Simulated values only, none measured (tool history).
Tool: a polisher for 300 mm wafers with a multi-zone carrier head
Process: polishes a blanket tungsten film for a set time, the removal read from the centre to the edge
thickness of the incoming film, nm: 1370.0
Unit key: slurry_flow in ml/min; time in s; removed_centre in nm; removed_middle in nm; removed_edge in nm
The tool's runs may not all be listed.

run  hour  slurry_flow  centre_zone  middle_zone  edge_zone  slurry_solids  time  removed_centre  removed_middle  removed_edge
  1   0.0          125         1.00         1.00       1.00            1.0    70          549.87          555.62        549.05
  2   7.2          115         0.98         0.97       0.99            0.9    68          501.38          488.97        522.15
  3   9.0          115         0.98         1.05       0.99            0.9    68          507.46          544.88        522.60
  4  16.1          115         0.97         1.02       0.97            0.8    66          475.38          496.00        489.27
  5  20.2          115         0.97         1.02       0.97            0.8    56          401.68          415.01        418.76
  6  23.1          110         0.97         1.00       0.97            0.8    56          397.75          406.15        414.84
  7  30.7          105         0.97         0.98       0.97            0.8    56          389.97          401.60        411.41

For run 8, what comes out?
  8  32.0          100         0.97         0.96       0.97            0.8    56               ?               ?             ?

removed_centre: 388.80 nm
removed_middle: 380.62 nm
removed_edge: 401.89 nm
